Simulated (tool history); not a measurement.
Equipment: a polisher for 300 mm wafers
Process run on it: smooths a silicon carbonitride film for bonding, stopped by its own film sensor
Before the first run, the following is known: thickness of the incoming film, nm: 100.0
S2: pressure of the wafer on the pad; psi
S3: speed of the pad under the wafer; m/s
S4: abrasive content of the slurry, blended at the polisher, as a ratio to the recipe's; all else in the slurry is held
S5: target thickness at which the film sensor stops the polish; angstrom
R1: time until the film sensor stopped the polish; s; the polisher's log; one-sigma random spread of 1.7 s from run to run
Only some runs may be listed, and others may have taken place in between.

{"run": 1, "hour": 0.0, "flow of slurry (ml/min)": 310, "S2": 2.6, "S3": 0.72, "S4": 1, "S5": 890, "R1": 41.777}
{"run": 2, "hour": 5.6, "flow of slurry (ml/min)": 310, "S2": 2.3, "S3": 0.64, "S4": 1, "S5": 890, "R1": 51.968}
{"run": 3, "hour": 9.2, "flow of slurry (ml/min)": 310, "S2": 2.7, "S3": 0.64, "S4": 1, "S5": 890, "R1": 45.585}
{"run": 4, "hour": 17.2, "flow of slurry (ml/min)": 310, "S2": 2.7, "S3": 0.64, "S4": 0.9, "S5": 890, "R1": 45.882}
{"run": 5, "hour": 17.8, "flow of slurry (ml/min)": 310, "S2": 2.4, "S3": 0.58, "S4": 0.9, "S5": 890, "R1": 56.648}
{"run": 6, "hour": 22.6, "flow of slurry (ml/min)": 310, "S2": 2.4, "S3": 0.58, "S4": 0.9, "S5": 900, "R1": 52.49}
{"run": 7, "hour": 26.0, "flow of slurry (ml/min)": 310, "S2": 2.2, "S3": 0.52, "S4": 0.9, "S5": 900, "R1": 63.584}

For run 8, what comes out?
{"run": 8, "hour": 34.7, "flow of slurry (ml/min)": 310, "S2": 2, "S3": 0.5, "S4": 0.9, "S5": 900, "R1": "?"}

R1: 69.137 s
